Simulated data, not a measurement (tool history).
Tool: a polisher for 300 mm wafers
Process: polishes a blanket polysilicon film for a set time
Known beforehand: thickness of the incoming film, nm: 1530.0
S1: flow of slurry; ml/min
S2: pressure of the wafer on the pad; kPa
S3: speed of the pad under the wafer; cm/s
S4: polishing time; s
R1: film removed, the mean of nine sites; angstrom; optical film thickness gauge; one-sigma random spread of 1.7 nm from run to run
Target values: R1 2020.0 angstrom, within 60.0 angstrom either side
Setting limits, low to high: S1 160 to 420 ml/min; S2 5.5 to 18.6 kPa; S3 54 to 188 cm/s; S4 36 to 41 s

| run | hour | S1 | S2 | S3 | S4 | R1 |
|---|---|---|---|---|---|---|
| 1 | 0.0 | 270 | 11.7 | 120 | 41 | 2853.9 |
| 2 | 2.8 | 270 | 11.0 | 120 | 41 | 2754.6 |
| 3 | 11.8 | 220 | 11.0 | 120 | 41 | 2631.8 |
| 4 | 18.2 | 245 | 11.0 | 120 | 41 | 2716.3 |
| 5 | 26.6 | 245 | 11.0 | 134 | 41 | 2985.4 |
| 6 | 33.2 | 245 | 11.0 | 134 | 41 | 3031.4 |
| 7 | 36.4 | 240 | 10.3 | 134 | 41 | 2829.0 |
| 8 | 41.5 | 235 | 9.7 | 134 | 41 | 2641.4 |
| 9 | 50.4 | 230 | 9.0 | 134 | 41 | 2439.6 |
| 10 | 52.5 | 225 | 8.3 | 134 | 41 | 2244.4 |
| 11 | 60.1 | 220 | 8.3 | 134 | 41 | 2232.1 |
| 12 | 62.8 | 215 | 8.3 | 134 | 41 | 2276.9 |

Consider the 4 candidate settings below. Which is the only one whose results all fall within their allowed miss of target?
| A | 65.5 | 185 | 8.3 | 126 | 37 | ? |
| B | 65.5 | 255 | 6.2 | 178 | 36 | ? |
| C | 65.5 | 210 | 6.9 | 132 | 41 | ? |
| D | 65.5 | 160 | 8.3 | 118 | 41 | ? |

| move | R1 |
|---|---|
| A | 1850.7 |
| B | 1979.1 |
| C | 1826.6 |
| D | 1893.6 |
A: the result that was furthest off in the last run now lies on the other side of its target
B: hits every target within its allowed miss
C: the result that was furthest off in the last run now lies on the other side of its target
D: the result that was furthest off in the last run now lies on the other side of its target
The move that meets every target is B.

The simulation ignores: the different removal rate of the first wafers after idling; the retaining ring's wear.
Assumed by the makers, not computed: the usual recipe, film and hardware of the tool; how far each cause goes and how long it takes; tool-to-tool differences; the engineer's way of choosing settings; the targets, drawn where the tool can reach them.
